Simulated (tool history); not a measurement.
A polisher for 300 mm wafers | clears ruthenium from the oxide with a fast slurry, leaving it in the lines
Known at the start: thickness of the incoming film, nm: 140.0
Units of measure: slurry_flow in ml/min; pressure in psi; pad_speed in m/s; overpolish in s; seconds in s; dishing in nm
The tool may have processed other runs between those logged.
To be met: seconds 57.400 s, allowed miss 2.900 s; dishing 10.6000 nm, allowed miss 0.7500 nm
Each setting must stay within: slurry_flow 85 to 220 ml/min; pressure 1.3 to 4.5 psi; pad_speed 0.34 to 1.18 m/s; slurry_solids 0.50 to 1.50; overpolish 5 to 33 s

run 1 hour=0.0 | slurry_flow=140 pressure=2.9 pad_speed=0.76 slurry_solids=1.00 overpolish=17 | seconds=50.182 dishing=36.2830
run 2 hour=1.1 | slurry_flow=140 pressure=2.9 pad_speed=0.76 slurry_solids=1.20 overpolish=17 | seconds=46.711 dishing=38.4620
run 3 hour=4.4 | slurry_flow=140 pressure=2.6 pad_speed=0.76 slurry_solids=1.25 overpolish=14 | seconds=49.374 dishing=31.5050
run 4 hour=8.5 | slurry_flow=135 pressure=2.2 pad_speed=0.76 slurry_solids=1.30 overpolish=11 | seconds=54.406 dishing=23.4420
run 5 hour=14.1 | slurry_flow=135 pressure=2.2 pad_speed=0.62 slurry_solids=1.30 overpolish=11 | seconds=65.345 dishing=19.2680
run 6 hour=19.1 | slurry_flow=120 pressure=2.3 pad_speed=0.58 slurry_solids=1.35 overpolish=9 | seconds=69.478 dishing=15.2650
run 7 hour=25.9 | slurry_flow=85 pressure=3.1 pad_speed=0.38 slurry_solids=1.50 overpolish=5 | seconds=90.041 dishing=6.4634
run 8 hour=29.0 | slurry_flow=110 pressure=3.4 pad_speed=0.38 slurry_solids=1.50 overpolish=5 | seconds=79.015 dishing=7.7375
run 9 hour=31.8 | slurry_flow=125 pressure=3.7 pad_speed=0.38 slurry_solids=1.50 overpolish=5 | seconds=72.256 dishing=8.4011
run 10 hour=40.6 | slurry_flow=125 pressure=3.7 pad_speed=0.38 slurry_solids=1.50 overpolish=5 | seconds=71.953 dishing=8.3566
run 11 hour=48.2 | slurry_flow=140 pressure=4.4 pad_speed=0.40 slurry_solids=1.50 overpolish=6 | seconds=59.379 dishing=12.0290
run 12 hour=55.3 | slurry_flow=125 pressure=4.4 pad_speed=0.42 slurry_solids=1.50 overpolish=6 | seconds=57.621 dishing=12.4870
run 13 hour=57.3 | slurry_flow=140 pressure=4.3 pad_speed=0.42 slurry_solids=1.50 overpolish=6 | seconds=57.775 dishing=12.1020
run 14 hour=65.0 | slurry_flow=150 pressure=4.2 pad_speed=0.42 slurry_solids=1.50 overpolish=6 | seconds=56.515 dishing=12.5690
run 15 hour=67.4 | slurry_flow=150 pressure=4.2 pad_speed=0.40 slurry_solids=1.50 overpolish=5 | seconds=60.423 dishing=9.8401

Which one of the following 4 next-run settings gets every result inside its allowed miss? There is exactly one.
run A hour=69.8 | slurry_flow=145 pressure=3.9 pad_speed=0.40 slurry_solids=1.40 overpolish=5 | seconds=? dishing=?
run B hour=69.8 | slurry_flow=135 pressure=4.4 pad_speed=0.44 slurry_solids=1.35 overpolish=5 | seconds=? dishing=?
run C hour=69.8 | slurry_flow=140 pressure=4.2 pad_speed=0.38 slurry_solids=1.50 overpolish=7 | seconds=? dishing=?
run D hour=69.8 | slurry_flow=145 pressure=3.9 pad_speed=0.38 slurry_solids=1.50 overpolish=5 | seconds=? dishing=?

move=A seconds=66.227 dishing=9.2446
move=B seconds=56.834 dishing=10.7020
move=C seconds=64.776 dishing=13.0080
move=D seconds=67.940 dishing=9.0206
A: misses by more than the last run did
B: all results in spec
C: misses by more than the last run did
D: misses by more than the last run did
Answer: B
